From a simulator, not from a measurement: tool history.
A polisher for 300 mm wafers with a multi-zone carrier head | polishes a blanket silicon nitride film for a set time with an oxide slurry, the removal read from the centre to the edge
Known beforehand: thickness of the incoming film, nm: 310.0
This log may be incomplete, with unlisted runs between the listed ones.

run	hour	flow of slurry (ml/min)	pressure of the head's centre zone	pressure of the head's middle zone	pressure of the head's edge zone	abrasive content of the slurry	polishing time (s)	film removed at the wafer's centre (angstrom)	film removed at mid-radius (angstrom)	film removed at the wafer's edge (angstrom)
1	0.0	165	1.00	1.00	1.00	1.0	35	233.76	238.58	240.32
2	8.4	165	0.94	1.00	1.00	1.0	35	222.20	236.19	237.11
3	13.8	165	0.94	1.00	1.00	1.0	30	187.76	206.45	201.71
4	20.6	165	0.94	1.00	1.00	1.2	30	203.36	220.09	218.88
5	24.1	165	0.94	1.00	1.00	1.1	30	195.51	212.10	211.02
6	30.7	185	0.96	1.00	0.96	1.1	30	207.80	216.60	211.48
7	32.1	195	0.97	1.01	0.93	1.1	30	208.31	223.46	209.67
8	40.5	205	0.99	1.00	0.91	1.1	30	214.35	220.27	210.38

For run 9, what comes out?
9	41.7	205	0.99	1.00	0.91	1.1	30	?	?	?

{"run 9": {"film removed at the wafer's centre (angstrom)": 215.34, "film removed at mid-radius (angstrom)": 222.83, "film removed at the wafer's edge (angstrom)": 207.59}}
